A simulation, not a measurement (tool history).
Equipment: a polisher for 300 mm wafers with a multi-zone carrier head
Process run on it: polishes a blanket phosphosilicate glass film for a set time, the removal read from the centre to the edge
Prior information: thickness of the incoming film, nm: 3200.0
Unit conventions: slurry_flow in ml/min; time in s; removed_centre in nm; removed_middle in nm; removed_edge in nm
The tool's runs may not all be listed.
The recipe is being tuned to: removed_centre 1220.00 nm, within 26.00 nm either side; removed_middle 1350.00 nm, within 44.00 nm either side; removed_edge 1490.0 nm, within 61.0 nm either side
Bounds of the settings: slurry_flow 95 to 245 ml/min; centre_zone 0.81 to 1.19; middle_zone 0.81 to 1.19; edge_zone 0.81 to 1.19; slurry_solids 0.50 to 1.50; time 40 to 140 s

run 1 hour=0.0 | slurry_flow=155 centre_zone=1.00 middle_zone=1.00 edge_zone=1.00 slurry_solids=1.00 time=90 | removed_centre=1239.10 removed_middle=1235.10 removed_edge=1290.5
run 2 hour=7.7 | slurry_flow=155 centre_zone=0.98 middle_zone=1.01 edge_zone=1.04 slurry_solids=1.00 time=90 | removed_centre=1214.70 removed_middle=1215.10 removed_edge=1310.0
run 3 hour=14.2 | slurry_flow=155 centre_zone=0.98 middle_zone=1.01 edge_zone=1.04 slurry_solids=1.00 time=73 | removed_centre=995.46 removed_middle=992.22 removed_edge=1064.0
run 4 hour=15.5 | slurry_flow=160 centre_zone=0.96 middle_zone=1.03 edge_zone=1.07 slurry_solids=1.15 time=74 | removed_centre=1015.50 removed_middle=1083.50 removed_edge=1118.8
run 5 hour=23.0 | slurry_flow=160 centre_zone=0.95 middle_zone=1.02 edge_zone=1.10 slurry_solids=1.25 time=77 | removed_centre=1088.80 removed_middle=1128.40 removed_edge=1229.5
run 6 hour=31.5 | slurry_flow=160 centre_zone=0.95 middle_zone=1.02 edge_zone=1.14 slurry_solids=1.25 time=77 | removed_centre=1094.50 removed_middle=1150.60 removed_edge=1266.7
run 7 hour=32.9 | slurry_flow=165 centre_zone=0.94 middle_zone=1.02 edge_zone=1.15 slurry_solids=1.30 time=78 | removed_centre=1129.60 removed_middle=1181.60 removed_edge=1294.3
run 8 hour=36.3 | slurry_flow=165 centre_zone=0.93 middle_zone=1.02 edge_zone=1.16 slurry_solids=1.35 time=80 | removed_centre=1140.20 removed_middle=1231.90 removed_edge=1343.8
run 9 hour=39.8 | slurry_flow=170 centre_zone=0.92 middle_zone=1.02 edge_zone=1.17 slurry_solids=1.40 time=81 | removed_centre=1165.50 removed_middle=1233.10 removed_edge=1394.0

Consider the 5 candidate settings below. Which is the only one whose results all fall within their allowed miss of target?
run A hour=43.3 | slurry_flow=180 centre_zone=0.85 middle_zone=0.84 edge_zone=1.19 slurry_solids=1.35 time=89 | removed_centre=? removed_middle=? removed_edge=?
run B hour=43.3 | slurry_flow=170 centre_zone=0.93 middle_zone=0.99 edge_zone=1.07 slurry_solids=1.40 time=78 | removed_centre=? removed_middle=? removed_edge=?
run C hour=43.3 | slurry_flow=185 centre_zone=1.02 middle_zone=0.88 edge_zone=1.13 slurry_solids=1.45 time=75 | removed_centre=? removed_middle=? removed_edge=?
run D hour=43.3 | slurry_flow=175 centre_zone=0.95 middle_zone=1.06 edge_zone=1.13 slurry_solids=1.50 time=84 | removed_centre=? removed_middle=? removed_edge=?
run E hour=43.3 | slurry_flow=185 centre_zone=0.92 middle_zone=1.04 edge_zone=1.19 slurry_solids=1.50 time=82 | removed_centre=? removed_middle=? removed_edge=?

move=A removed_centre=1171.50 removed_middle=1173.80 removed_edge=1561.1
move=B removed_centre=1128.10 removed_middle=1178.90 removed_edge=1298.2
move=C removed_centre=1218.50 removed_middle=1052.90 removed_edge=1311.3
move=D removed_centre=1274.30 removed_middle=1377.70 removed_edge=1472.4
move=E removed_centre=1214.60 removed_middle=1334.00 removed_edge=1486.2
A: lands further from the targets than the last run did
B: lands further from the targets than the last run did
C: lands further from the targets than the last run did
D: the worst result of the last run now meets its target, but another is out of spec
E: every result lands within tolerance
The move that meets every target is E.

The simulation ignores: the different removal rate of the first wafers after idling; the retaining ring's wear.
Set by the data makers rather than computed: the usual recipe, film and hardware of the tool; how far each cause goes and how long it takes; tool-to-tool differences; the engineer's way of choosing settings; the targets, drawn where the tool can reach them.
